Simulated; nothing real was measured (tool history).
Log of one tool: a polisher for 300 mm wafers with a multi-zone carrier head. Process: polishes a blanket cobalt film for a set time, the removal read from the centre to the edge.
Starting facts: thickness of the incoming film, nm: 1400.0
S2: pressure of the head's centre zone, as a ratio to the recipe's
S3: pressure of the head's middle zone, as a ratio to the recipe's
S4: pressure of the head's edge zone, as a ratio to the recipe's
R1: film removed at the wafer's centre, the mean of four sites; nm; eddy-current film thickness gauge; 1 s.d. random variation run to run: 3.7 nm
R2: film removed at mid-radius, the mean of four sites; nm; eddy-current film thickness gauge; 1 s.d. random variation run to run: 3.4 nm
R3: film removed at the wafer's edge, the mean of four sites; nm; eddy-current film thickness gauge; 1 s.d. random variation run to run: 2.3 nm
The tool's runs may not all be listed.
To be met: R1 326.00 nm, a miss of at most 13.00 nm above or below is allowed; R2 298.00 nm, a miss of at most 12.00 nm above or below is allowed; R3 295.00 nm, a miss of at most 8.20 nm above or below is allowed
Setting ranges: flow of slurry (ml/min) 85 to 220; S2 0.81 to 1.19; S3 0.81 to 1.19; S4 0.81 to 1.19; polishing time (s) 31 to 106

run 1 hour=0.0 | flow_of_slurry_(ml/min)=140 S2=1.00 S3=1.00 S4=1.00 polishing_time_(s)=68 | R1=364.85 R2=373.11 R3=380.98
run 2 hour=3.8 | flow_of_slurry_(ml/min)=125 S2=1.00 S3=1.00 S4=1.00 polishing_time_(s)=68 | R1=362.76 R2=353.65 R3=368.59
run 3 hour=10.1 | flow_of_slurry_(ml/min)=120 S2=1.00 S3=1.00 S4=0.97 polishing_time_(s)=67 | R1=342.76 R2=344.30 R3=362.48
run 4 hour=18.4 | flow_of_slurry_(ml/min)=120 S2=1.03 S3=1.01 S4=0.96 polishing_time_(s)=64 | R1=337.19 R2=326.33 R3=340.90
-- hour=24.9 slurry nozzle cleaned
run 5 hour=24.9 | flow_of_slurry_(ml/min)=115 S2=1.05 S3=1.03 S4=0.94 polishing_time_(s)=63 | R1=378.44 R2=358.20 R3=358.81
run 6 hour=25.7 | flow_of_slurry_(ml/min)=130 S2=1.05 S3=1.03 S4=0.94 polishing_time_(s)=63 | R1=393.66 R2=372.67 R3=364.72
run 7 hour=32.8 | flow_of_slurry_(ml/min)=130 S2=1.05 S3=1.02 S4=0.92 polishing_time_(s)=60 | R1=377.05 R2=351.80 R3=340.25
run 8 hour=41.4 | flow_of_slurry_(ml/min)=125 S2=1.05 S3=1.01 S4=0.90 polishing_time_(s)=59 | R1=362.95 R2=339.52 R3=334.47
run 9 hour=43.4 | flow_of_slurry_(ml/min)=120 S2=1.05 S3=1.01 S4=0.88 polishing_time_(s)=58 | R1=351.39 R2=331.50 R3=324.42
run 10 hour=47.2 | flow_of_slurry_(ml/min)=115 S2=1.05 S3=1.00 S4=0.87 polishing_time_(s)=57 | R1=336.25 R2=322.76 R3=311.11
run 11 hour=51.1 | flow_of_slurry_(ml/min)=115 S2=1.06 S3=0.99 S4=0.87 polishing_time_(s)=57 | R1=346.23 R2=316.26 R3=314.30
run 12 hour=59.7 | flow_of_slurry_(ml/min)=110 S2=1.06 S3=0.99 S4=0.86 polishing_time_(s)=57 | R1=338.91 R2=317.31 R3=310.26
run 13 hour=67.0 | flow_of_slurry_(ml/min)=110 S2=1.06 S3=0.99 S4=0.86 polishing_time_(s)=57 | R1=339.58 R2=316.97 R3=307.56
run 14 hour=72.2 | flow_of_slurry_(ml/min)=105 S2=1.06 S3=0.98 S4=0.86 polishing_time_(s)=57 | R1=331.50 R2=312.33 R3=311.56

5 next moves are on the table. One of them brings every result within its allowed miss. Which?
run A hour=77.4 | flow_of_slurry_(ml/min)=85 S2=1.03 S3=0.94 S4=0.83 polishing_time_(s)=66 | R1=? R2=? R3=?
run B hour=77.4 | flow_of_slurry_(ml/min)=105 S2=0.96 S3=0.96 S4=0.81 polishing_time_(s)=63 | R1=? R2=? R3=?
run C hour=77.4 | flow_of_slurry_(ml/min)=100 S2=1.07 S3=0.98 S4=0.86 polishing_time_(s)=56 | R1=? R2=? R3=?
run D hour=77.4 | flow_of_slurry_(ml/min)=85 S2=0.99 S3=1.00 S4=0.89 polishing_time_(s)=64 | R1=? R2=? R3=?
run E hour=77.4 | flow_of_slurry_(ml/min)=85 S2=1.01 S3=0.95 S4=1.00 polishing_time_(s)=62 | R1=? R2=? R3=?

move=A R1=356.68 R2=325.15 R3=337.57
move=B R1=342.32 R2=335.78 R3=333.85
move=C R1=334.04 R2=297.71 R3=300.17
move=D R1=332.44 R2=327.00 R3=335.45
move=E R1=328.53 R2=307.30 R3=339.80
A: moves away from the targets compared with the last run
B: moves away from the targets compared with the last run
C: all results land within tolerance of their targets
D: moves away from the targets compared with the last run
E: moves away from the targets compared with the last run
Answer: C
